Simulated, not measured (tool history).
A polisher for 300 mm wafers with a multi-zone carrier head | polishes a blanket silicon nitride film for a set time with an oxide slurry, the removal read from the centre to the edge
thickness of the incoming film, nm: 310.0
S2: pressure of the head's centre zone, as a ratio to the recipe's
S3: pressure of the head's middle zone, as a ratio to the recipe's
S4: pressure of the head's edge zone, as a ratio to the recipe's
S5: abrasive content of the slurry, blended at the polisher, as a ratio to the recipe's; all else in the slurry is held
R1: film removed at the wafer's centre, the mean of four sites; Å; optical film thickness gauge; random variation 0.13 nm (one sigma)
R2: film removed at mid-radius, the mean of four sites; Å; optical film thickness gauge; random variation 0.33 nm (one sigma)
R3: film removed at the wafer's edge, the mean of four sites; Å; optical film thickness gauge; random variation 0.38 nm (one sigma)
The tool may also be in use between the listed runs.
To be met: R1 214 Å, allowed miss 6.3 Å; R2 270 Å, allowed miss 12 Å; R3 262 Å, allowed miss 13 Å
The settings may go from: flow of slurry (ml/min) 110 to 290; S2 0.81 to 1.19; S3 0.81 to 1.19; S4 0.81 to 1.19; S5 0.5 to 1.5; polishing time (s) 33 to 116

Run 1, day 0: flow of slurry (ml/min) 185, S2 1, S3 1, S4 1, S5 1, polishing time (s) 74. Result: R1 377.73 Å, R2 394.9 Å, R3 399.32 Å.
Run 2, day 0.296: flow of slurry (ml/min) 185, S2 0.94, S3 1, S4 1, S5 1, polishing time (s) 74. Result: R1 356.75 Å, R2 384.15 Å, R3 393.25 Å.
Run 3, day 0.421: flow of slurry (ml/min) 210, S2 0.94, S3 1, S4 1, S5 1, polishing time (s) 74. Result: R1 364.04 Å, R2 394.55 Å, R3 404.01 Å.
Run 4, day 0.558: flow of slurry (ml/min) 180, S2 0.94, S3 1, S4 1, S5 1, polishing time (s) 74. Result: R1 354.45 Å, R2 388.08 Å, R3 386.66 Å.
Run 5, day 0.779: flow of slurry (ml/min) 180, S2 0.91, S3 1, S4 1, S5 1, polishing time (s) 74. Result: R1 345 Å, R2 386.04 Å, R3 402.94 Å.
Run 6, day 1.046: flow of slurry (ml/min) 180, S2 0.91, S3 1, S4 1, S5 0.85, polishing time (s) 74. Result: R1 320.94 Å, R2 353.2 Å, R3 367.63 Å.
Run 7, day 1.375: flow of slurry (ml/min) 170, S2 0.89, S3 1.02, S4 0.98, S5 0.75, polishing time (s) 72. Result: R1 282.75 Å, R2 329.68 Å, R3 330.83 Å.
Run 8, day 1.446: flow of slurry (ml/min) 160, S2 0.87, S3 1.02, S4 0.96, S5 0.7, polishing time (s) 72. Result: R1 256.6 Å, R2 312.95 Å, R3 306.6 Å.
Run 9, day 1.512: flow of slurry (ml/min) 150, S2 0.86, S3 1, S4 0.94, S5 0.7, polishing time (s) 72. Result: R1 254.56 Å, R2 304.61 Å, R3 299.74 Å.
Run 10, day 1.658: flow of slurry (ml/min) 150, S2 0.86, S3 1, S4 0.94, S5 0.7, polishing time (s) 72. Result: R1 251.06 Å, R2 306.71 Å, R3 299.37 Å.
Run 11, day 2.017: flow of slurry (ml/min) 145, S2 0.85, S3 0.98, S4 0.92, S5 0.7, polishing time (s) 72. Result: R1 250.34 Å, R2 305.81 Å, R3 297.36 Å.
Run 12, day 2.088: flow of slurry (ml/min) 140, S2 0.84, S3 0.97, S4 0.91, S5 0.65, polishing time (s) 72. Result: R1 232.18 Å, R2 280.67 Å, R3 279.24 Å.
Run 13, day 2.35: flow of slurry (ml/min) 135, S2 0.83, S3 0.97, S4 0.9, S5 0.65, polishing time (s) 72. Result: R1 226.78 Å, R2 278.99 Å, R3 276.1 Å.
Run 14, day 2.396: flow of slurry (ml/min) 130, S2 0.83, S3 0.97, S4 0.89, S5 0.65, polishing time (s) 72. Result: R1 226.91 Å, R2 273.78 Å, R3 282.97 Å.

5 next moves are on the table. One of them brings every result within its allowed miss. Which?
Run A, day 2.442: flow of slurry (ml/min) 110, S2 0.88, S3 0.94, S4 0.85, S5 0.6, polishing time (s) 82. Result: R1 ?, R2 ?, R3 ?.
Run B, day 2.442: flow of slurry (ml/min) 110, S2 0.84, S3 1.03, S4 0.87, S5 0.75, polishing time (s) 65. Result: R1 ?, R2 ?, R3 ?.
Run C, day 2.442: flow of slurry (ml/min) 110, S2 0.81, S3 0.96, S4 0.95, S5 0.5, polishing time (s) 80. Result: R1 ?, R2 ?, R3 ?.
Run D, day 2.442: flow of slurry (ml/min) 110, S2 0.89, S3 0.89, S4 0.86, S5 0.8, polishing time (s) 64. Result: R1 ?, R2 ?, R3 ?.
Run E, day 2.442: flow of slurry (ml/min) 115, S2 0.88, S3 0.97, S4 0.83, S5 0.65, polishing time (s) 73. Result: R1 ?, R2 ?, R3 ?.

move      R1      R2      R3
   A  247.32  280.31  287.66
   B  212.79  272.88  261.64
   C  197.79  248.09   263.1
   D  229.67  245.99  265.77
   E  234.16  271.97  267.87
A: further off than the last run
B: meets every target
C: takes the result that was furthest off past its target
D: further off than the last run
E: further off than the last run
The right move is B.
